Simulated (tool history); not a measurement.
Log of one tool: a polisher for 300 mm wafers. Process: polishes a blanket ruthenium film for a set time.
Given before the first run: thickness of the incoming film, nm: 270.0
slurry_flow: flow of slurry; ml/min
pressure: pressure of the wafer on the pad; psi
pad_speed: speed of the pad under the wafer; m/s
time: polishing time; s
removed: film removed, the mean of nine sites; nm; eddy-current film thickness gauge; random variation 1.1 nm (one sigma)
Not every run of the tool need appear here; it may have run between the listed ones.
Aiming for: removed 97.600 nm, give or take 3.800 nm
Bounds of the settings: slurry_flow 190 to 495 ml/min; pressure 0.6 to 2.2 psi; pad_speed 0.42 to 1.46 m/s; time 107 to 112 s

Run 1, day 0.000: slurry_flow 320 ml/min, pressure 1.4 psi, pad_speed 0.94 m/s, time 107 s. Result: removed 66.101 nm.
Run 2, day 0.246: slurry_flow 320 ml/min, pressure 1.6 psi, pad_speed 0.94 m/s, time 107 s. Result: removed 73.110 nm.
Run 3, day 0.538: slurry_flow 320 ml/min, pressure 1.6 psi, pad_speed 0.94 m/s, time 107 s. Result: removed 74.093 nm.
Run 4, day 0.608: slurry_flow 320 ml/min, pressure 1.9 psi, pad_speed 0.96 m/s, time 107 s. Result: removed 88.447 nm.
Run 5, day 0.642: slurry_flow 265 ml/min, pressure 1.9 psi, pad_speed 0.96 m/s, time 107 s. Result: removed 89.135 nm.
Run 6, day 0.688: slurry_flow 230 ml/min, pressure 1.9 psi, pad_speed 0.96 m/s, time 107 s. Result: removed 87.186 nm.
Run 7, day 0.829: slurry_flow 230 ml/min, pressure 2.0 psi, pad_speed 0.96 m/s, time 107 s. Result: removed 89.300 nm.
Run 8, day 1.204: slurry_flow 235 ml/min, pressure 2.0 psi, pad_speed 0.96 m/s, time 107 s. Result: removed 91.151 nm.

Which one of the following 4 next-run settings gets every result inside its allowed miss? There is exactly one.
Run A, day 1.579: slurry_flow 375 ml/min, pressure 2.2 psi, pad_speed 0.96 m/s, time 112 s. Result: removed ?.
Run B, day 1.579: slurry_flow 340 ml/min, pressure 1.9 psi, pad_speed 0.88 m/s, time 112 s. Result: removed ?.
Run C, day 1.579: slurry_flow 250 ml/min, pressure 2.2 psi, pad_speed 0.84 m/s, time 107 s. Result: removed ?.
Run D, day 1.579: slurry_flow 215 ml/min, pressure 2.1 psi, pad_speed 0.94 m/s, time 112 s. Result: removed ?.

move  removed
   A  105.400
   B   84.541
   C   86.870
   D   95.897
A: moves the result that the last run missed by most past its target, out the other side
B: its largest miss is bigger than the last run's
C: its largest miss is bigger than the last run's
D: every result lands within tolerance
Go with D: it meets all targets.
